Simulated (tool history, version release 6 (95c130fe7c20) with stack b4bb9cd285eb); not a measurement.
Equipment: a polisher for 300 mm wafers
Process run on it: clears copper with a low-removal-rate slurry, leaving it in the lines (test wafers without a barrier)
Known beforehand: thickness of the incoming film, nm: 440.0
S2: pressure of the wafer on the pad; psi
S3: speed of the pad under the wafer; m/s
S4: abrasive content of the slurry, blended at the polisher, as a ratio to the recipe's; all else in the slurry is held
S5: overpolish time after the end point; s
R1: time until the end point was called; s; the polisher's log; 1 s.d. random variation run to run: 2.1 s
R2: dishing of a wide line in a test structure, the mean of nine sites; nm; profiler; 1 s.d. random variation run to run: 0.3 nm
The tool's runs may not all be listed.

Run 1, hour 0.0: flow of slurry (ml/min) 145, S2 3.0 psi, S3 0.98 m/s, S4 1.0, S5 10 s. Result: R1 188.74 s, R2 16.432 nm.
Run 2, hour 5.6: flow of slurry (ml/min) 140, S2 3.2 psi, S3 0.98 m/s, S4 1.0, S5 12 s. Result: R1 177.01 s, R2 20.265 nm.
Run 3, hour 8.0: flow of slurry (ml/min) 145, S2 3.2 psi, S3 0.98 m/s, S4 1.0, S5 13 s. Result: R1 172.92 s, R2 21.115 nm.
Run 4, hour 10.2: flow of slurry (ml/min) 145, S2 3.2 psi, S3 0.86 m/s, S4 1.0, S5 13 s. Result: R1 193.41 s, R2 19.965 nm.
Run 5, hour 17.2: flow of slurry (ml/min) 155, S2 3.3 psi, S3 0.86 m/s, S4 1.0, S5 14 s. Result: R1 182.62 s, R2 21.996 nm.
Run 6, hour 20.9: flow of slurry (ml/min) 155, S2 3.3 psi, S3 0.86 m/s, S4 1.0, S5 10 s. Result: R1 177.94 s, R2 16.345 nm.
Run 7, hour 29.2: flow of slurry (ml/min) 150, S2 3.3 psi, S3 0.86 m/s, S4 1.0, S5 11 s. Result: R1 182.57 s, R2 17.769 nm.
Run 8, hour 33.2: flow of slurry (ml/min) 140, S2 3.4 psi, S3 0.86 m/s, S4 1.0, S5 13 s. Result: R1 183.58 s, R2 21.521 nm.
Run 9, hour 37.4: flow of slurry (ml/min) 140, S2 3.5 psi, S3 0.86 m/s, S4 1.0, S5 13 s. Result: R1 176.80 s, R2 22.101 nm.
Run 10, hour 39.5: flow of slurry (ml/min) 140, S2 3.6 psi, S3 0.86 m/s, S4 1.0, S5 13 s. Result: R1 168.66 s, R2 22.425 nm.

The next listed run, before its measurement:
Run 11, hour 42.8: flow of slurry (ml/min) 130, S2 3.6 psi, S3 0.86 m/s, S4 1.0, S5 13 s. Result: R1 ?, R2 ?.

R1: 171.85 s
R2: 21.996 nm

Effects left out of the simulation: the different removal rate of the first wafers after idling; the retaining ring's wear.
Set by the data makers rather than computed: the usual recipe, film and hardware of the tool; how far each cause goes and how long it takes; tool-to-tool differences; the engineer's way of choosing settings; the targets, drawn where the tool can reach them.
